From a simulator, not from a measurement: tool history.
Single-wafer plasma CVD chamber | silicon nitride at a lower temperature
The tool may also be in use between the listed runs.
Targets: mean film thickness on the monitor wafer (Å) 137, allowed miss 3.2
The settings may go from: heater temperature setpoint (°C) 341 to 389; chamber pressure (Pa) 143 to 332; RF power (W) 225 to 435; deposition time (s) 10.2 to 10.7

run,day,heater temperature setpoint (°C),chamber pressure (Pa),RF power (W),deposition time (s),mean film thickness on the monitor wafer (Å)
1,0,365,237,330,10.7,152.87
2,0.071,365,220,325,10.7,147.02
3,0.254,365,220,325,10.7,147.61
4,0.296,365,220,365,10.7,163.36
5,0.621,365,220,365,10.2,156.17
6,0.933,365,203,355,10.2,149
7,1.208,365,189,350,10.2,143.78
8,1.375,365,183,350,10.2,141.75
9,1.454,365,177,350,10.2,140.67
10,1.733,365,173,350,10.2,140.15

5 next moves are on the table. One of them brings every result within its allowed miss. Which?
A,2.012,361,161,345,10.3,?
B,2.012,365,149,365,10.6,?
C,2.012,360,156,365,10.7,?
D,2.012,366,177,355,10.7,?
E,2.012,341,212,335,10.2,?

move,mean film thickness on the monitor wafer (Å)
A,137.32
B,144.69
C,148.43
D,150.16
E,144.78
A: meets every target
B: further off than the last run
C: further off than the last run
D: further off than the last run
E: further off than the last run
Move A is the one to make.
